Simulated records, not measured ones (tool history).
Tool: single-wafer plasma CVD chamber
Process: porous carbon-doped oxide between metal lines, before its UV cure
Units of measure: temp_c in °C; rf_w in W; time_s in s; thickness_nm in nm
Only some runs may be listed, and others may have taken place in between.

{"run": 1, "hour": 0.0, "temp_c": 300, "rf_w": 385, "time_s": 22.9, "thickness_nm": 96.673}
{"run": 2, "hour": 4.8, "temp_c": 297, "rf_w": 395, "time_s": 22.9, "thickness_nm": 100.8}
{"run": 3, "hour": 8.9, "temp_c": 295, "rf_w": 400, "time_s": 22.9, "thickness_nm": 103.02}
{"run": 4, "hour": 10.1, "temp_c": 293, "rf_w": 405, "time_s": 22.9, "thickness_nm": 104.79}
{"run": 5, "hour": 11.9, "temp_c": 291, "rf_w": 410, "time_s": 22.9, "thickness_nm": 107.15}
{"run": 6, "hour": 16.7, "temp_c": 291, "rf_w": 410, "time_s": 22.9, "thickness_nm": 107.48}
{"run": 7, "hour": 23.6, "temp_c": 289, "rf_w": 415, "time_s": 22.9, "thickness_nm": 109.75}
{"run": 8, "hour": 25.4, "temp_c": 288, "rf_w": 420, "time_s": 22.9, "thickness_nm": 110.85}
{"run": 9, "hour": 30.7, "temp_c": 288, "rf_w": 420, "time_s": 22.9, "thickness_nm": 111.46}
{"run": 10, "hour": 34.3, "temp_c": 287, "rf_w": 425, "time_s": 22.9, "thickness_nm": 112.27}

Expected results for the next run?
{"run": 11, "hour": 39.5, "temp_c": 286, "rf_w": 430, "time_s": 22.9, "thickness_nm": "?"}

Logged for run 11: thickness_nm 114.49 nm.

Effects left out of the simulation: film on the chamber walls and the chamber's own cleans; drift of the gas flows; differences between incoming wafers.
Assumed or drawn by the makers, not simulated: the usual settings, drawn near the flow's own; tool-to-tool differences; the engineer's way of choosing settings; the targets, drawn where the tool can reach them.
